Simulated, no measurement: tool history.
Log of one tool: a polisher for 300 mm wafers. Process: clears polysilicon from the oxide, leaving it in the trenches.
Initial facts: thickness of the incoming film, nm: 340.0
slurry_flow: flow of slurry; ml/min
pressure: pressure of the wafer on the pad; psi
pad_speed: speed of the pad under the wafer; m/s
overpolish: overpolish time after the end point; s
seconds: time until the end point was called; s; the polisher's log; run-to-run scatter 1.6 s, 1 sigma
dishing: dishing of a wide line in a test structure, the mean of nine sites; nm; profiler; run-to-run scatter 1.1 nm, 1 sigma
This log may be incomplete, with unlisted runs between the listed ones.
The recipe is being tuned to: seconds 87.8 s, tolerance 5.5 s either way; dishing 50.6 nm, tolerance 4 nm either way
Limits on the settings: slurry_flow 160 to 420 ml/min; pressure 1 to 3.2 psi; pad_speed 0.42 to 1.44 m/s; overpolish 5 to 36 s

run,hour,slurry_flow,pressure,pad_speed,overpolish,seconds,dishing
1,0,270,2.1,0.92,18,42.208,52.075
2,7.5,215,2.1,0.92,18,43.318,51.915
3,16,215,1.9,0.88,20,49.399,53.072
4,18.5,215,1.7,0.84,20,56.603,51.907
5,19.5,215,1.7,0.68,20,67.982,46.207
6,27.9,165,1.7,0.68,20,69.63,45.898
7,33.5,165,1.6,0.68,21,76.165,47.746
8,37.7,165,1.6,0.68,21,76.048,46.703
# hour 43.9: worn pad replaced by a new one
9,43.9,165,1.5,0.68,22,68.555,50.505
10,46.1,165,1.4,0.66,22,75.832,45.788
11,50.9,165,1.4,0.62,24,81.95,48.434

Which single option among these 4 for the next run brings every result within its allowed miss of target? Just one does.
A,55.7,165,1.4,0.68,19,?,?
B,55.7,160,1.1,0.68,30,?,?
C,55.7,195,1.7,0.54,21,?,?
D,55.7,205,1.2,0.62,21,?,?

move,seconds,dishing
A,74.059,45.306
B,89.51,49.959
C,77.686,46.287
D,89.504,43.566
A: lands further from the targets than the last run did
B: in spec on every target
C: lands further from the targets than the last run did
D: gets the furthest-off result to its target, but another result is out of tolerance
Go with B: it meets all targets.

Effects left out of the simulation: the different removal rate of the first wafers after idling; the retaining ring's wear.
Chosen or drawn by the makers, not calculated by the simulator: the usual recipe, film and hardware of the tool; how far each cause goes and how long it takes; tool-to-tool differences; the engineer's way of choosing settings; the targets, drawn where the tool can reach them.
